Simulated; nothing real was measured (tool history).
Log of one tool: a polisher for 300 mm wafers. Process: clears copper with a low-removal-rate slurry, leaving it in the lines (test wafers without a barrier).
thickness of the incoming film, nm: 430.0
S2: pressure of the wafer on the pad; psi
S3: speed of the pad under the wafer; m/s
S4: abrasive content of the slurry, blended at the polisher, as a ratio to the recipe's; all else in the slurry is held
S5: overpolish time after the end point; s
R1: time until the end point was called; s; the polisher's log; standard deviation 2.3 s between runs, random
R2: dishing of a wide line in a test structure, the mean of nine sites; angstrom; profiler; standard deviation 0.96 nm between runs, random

run 1 hour=0.0 | flow_of_slurry_(ml/min)=205 S2=3.0 S3=0.88 S4=1.0 S5=20 | R1=178.06 R2=296.98
run 2 hour=4.2 | flow_of_slurry_(ml/min)=205 S2=3.0 S3=0.88 S4=1.0 S5=13 | R1=174.82 R2=208.52
run 3 hour=12.3 | flow_of_slurry_(ml/min)=205 S2=3.1 S3=0.88 S4=1.0 S5=15 | R1=173.79 R2=242.65
run 4 hour=14.7 | flow_of_slurry_(ml/min)=225 S2=3.1 S3=0.88 S4=1.0 S5=15 | R1=164.70 R2=239.22
run 5 hour=17.8 | flow_of_slurry_(ml/min)=185 S2=3.1 S3=0.88 S4=1.0 S5=15 | R1=180.61 R2=244.85
run 6 hour=24.7 | flow_of_slurry_(ml/min)=185 S2=3.1 S3=1.04 S4=1.0 S5=15 | R1=146.17 R2=262.92

Predict the results of run 7:
run 7 hour=27.0 | flow_of_slurry_(ml/min)=185 S2=3.1 S3=1.04 S4=1.0 S5=15 | R1=? R2=?

R1: 150.77 s
R2: 263.24 angstrom

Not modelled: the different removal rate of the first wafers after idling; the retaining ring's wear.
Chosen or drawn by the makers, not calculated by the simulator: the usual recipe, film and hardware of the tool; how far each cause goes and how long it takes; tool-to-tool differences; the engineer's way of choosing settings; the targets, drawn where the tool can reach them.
